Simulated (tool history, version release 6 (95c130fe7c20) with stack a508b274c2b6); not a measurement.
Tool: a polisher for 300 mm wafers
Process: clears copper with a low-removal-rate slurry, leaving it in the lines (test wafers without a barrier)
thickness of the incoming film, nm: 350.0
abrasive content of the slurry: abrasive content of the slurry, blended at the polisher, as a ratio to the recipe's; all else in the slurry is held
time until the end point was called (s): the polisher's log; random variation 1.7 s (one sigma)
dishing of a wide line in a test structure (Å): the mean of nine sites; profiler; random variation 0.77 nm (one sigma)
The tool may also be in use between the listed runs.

run,hour,flow of slurry (ml/min),pressure of the wafer on the pad (kPa),speed of the pad under the wafer (m/s),abrasive content of the slurry,overpolish time after the end point (s),time until the end point was called (s),dishing of a wide line in a test structure (Å)
1,0.0,225,18.6,0.88,1.0,23,141.99,332.36
2,6.4,245,18.6,0.88,1.0,23,140.16,329.63
3,12.3,245,19.3,0.88,1.0,22,134.56,328.20
4,13.3,245,20.0,0.88,1.0,21,133.30,334.21
5,18.9,245,20.7,0.88,1.0,20,129.55,317.80
6,25.6,245,17.9,0.88,1.0,20,142.91,290.38
7,32.9,245,18.6,0.88,1.0,20,139.70,311.62
8,40.9,245,19.3,0.88,1.0,19,137.62,300.10
9,42.2,245,20.0,0.88,1.0,19,132.77,298.75
10,49.9,245,20.0,0.88,1.0,19,133.15,297.08
11,58.6,245,20.7,0.88,1.0,19,124.56,299.94

Run 12 comes next. What will it give?
12,65.5,245,22.1,0.90,1.0,20,?,?

Run 12 gave time until the end point was called (s) 115.42, dishing of a wide line in a test structure (Å) 332.61.
